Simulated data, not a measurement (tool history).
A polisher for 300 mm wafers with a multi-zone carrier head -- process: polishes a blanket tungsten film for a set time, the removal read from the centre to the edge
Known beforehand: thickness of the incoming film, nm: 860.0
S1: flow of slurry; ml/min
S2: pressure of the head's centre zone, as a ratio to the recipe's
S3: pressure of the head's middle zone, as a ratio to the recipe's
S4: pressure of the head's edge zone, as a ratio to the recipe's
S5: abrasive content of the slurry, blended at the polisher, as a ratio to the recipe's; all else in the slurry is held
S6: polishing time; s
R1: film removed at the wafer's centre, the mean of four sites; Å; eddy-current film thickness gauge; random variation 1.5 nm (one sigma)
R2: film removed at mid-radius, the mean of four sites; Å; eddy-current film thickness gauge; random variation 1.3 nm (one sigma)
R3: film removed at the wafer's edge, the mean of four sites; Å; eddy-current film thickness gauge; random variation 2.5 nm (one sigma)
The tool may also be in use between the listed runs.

{"run": 1, "hour": 0.0, "S1": 180, "S2": 1.0, "S3": 1.0, "S4": 1.0, "S5": 1.0, "S6": 44, "R1": 3489.5, "R2": 3614.8, "R3": 3438.5}
{"run": 2, "hour": 2.0, "S1": 180, "S2": 1.0, "S3": 0.96, "S4": 1.0, "S5": 1.0, "S6": 44, "R1": 3428.6, "R2": 3445.5, "R3": 3420.0}
{"run": 3, "hour": 4.3, "S1": 170, "S2": 0.98, "S3": 0.92, "S4": 0.95, "S5": 0.85, "S6": 40, "R1": 2916.2, "R2": 2899.2, "R3": 2905.0}
{"run": 4, "hour": 13.0, "S1": 170, "S2": 0.94, "S3": 0.92, "S4": 0.95, "S5": 0.85, "S6": 40, "R1": 2856.5, "R2": 2881.5, "R3": 2989.3}
{"run": 5, "hour": 14.8, "S1": 160, "S2": 0.93, "S3": 0.9, "S4": 0.92, "S5": 0.75, "S6": 37, "R1": 2466.1, "R2": 2567.2, "R3": 2586.3}
{"run": 6, "hour": 16.0, "S1": 160, "S2": 0.93, "S3": 0.9, "S4": 0.92, "S5": 0.75, "S6": 42, "R1": 2792.9, "R2": 2843.1, "R3": 2959.6}

Predict the results of run 7:
{"run": 7, "hour": 21.6, "S1": 150, "S2": 0.93, "S3": 0.88, "S4": 0.9, "S5": 0.65, "S6": 39, "R1": "?", "R2": "?", "R3": "?"}

R1: 2519.8 Å
R2: 2504.7 Å
R3: 2615.2 Å
